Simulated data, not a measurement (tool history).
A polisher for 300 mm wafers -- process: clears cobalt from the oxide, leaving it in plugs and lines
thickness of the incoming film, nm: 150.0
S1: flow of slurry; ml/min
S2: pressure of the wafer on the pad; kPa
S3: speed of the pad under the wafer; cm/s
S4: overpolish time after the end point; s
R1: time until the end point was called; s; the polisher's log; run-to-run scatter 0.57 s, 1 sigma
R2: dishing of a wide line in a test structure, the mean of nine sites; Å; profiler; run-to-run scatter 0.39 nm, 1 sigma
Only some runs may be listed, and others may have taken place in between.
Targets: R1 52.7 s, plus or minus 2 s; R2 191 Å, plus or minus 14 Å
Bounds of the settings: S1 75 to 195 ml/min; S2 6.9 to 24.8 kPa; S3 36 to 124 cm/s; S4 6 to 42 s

run,day,S1,S2,S3,S4,R1,R2
1,0,125,15.9,80,21,38.161,225.82
2,0.196,140,15.9,80,21,36.512,225.99
3,0.512,140,14.5,80,21,38.985,237.82
4,0.812,125,14.5,78,17,41.003,219.67
5,1.171,115,13.8,76,14,43.984,194.1
6,1.346,110,13.1,76,15,46.725,209.31
7,1.596,105,13.1,76,14,46.227,199.68
8,1.658,100,12.4,76,13,48.36,194.03
9,2.029,95,11.7,76,13,49.752,178.29
10,2.208,100,11.7,76,14,49.441,193.33

Below are 5 possible settings for the next run. Only one of them brings all results inside the allowed miss of their targets. Which is it?
A,2.388,110,11,78,22,?,?
B,2.388,115,10.3,82,14,?,?
C,2.388,120,12.4,66,16,?,?
D,2.388,75,11.7,86,14,?,?
E,2.388,90,12.4,80,16,?,?

move,R1,R2
A,49.843,219.87
B,48.869,190.44
C,53.046,194.75
D,49.015,189.95
E,47.925,201.92
A: moves away from the targets compared with the last run
B: moves away from the targets compared with the last run
C: all results land within tolerance of their targets
D: moves away from the targets compared with the last run
E: moves away from the targets compared with the last run
Correct choice: C, which meets every target
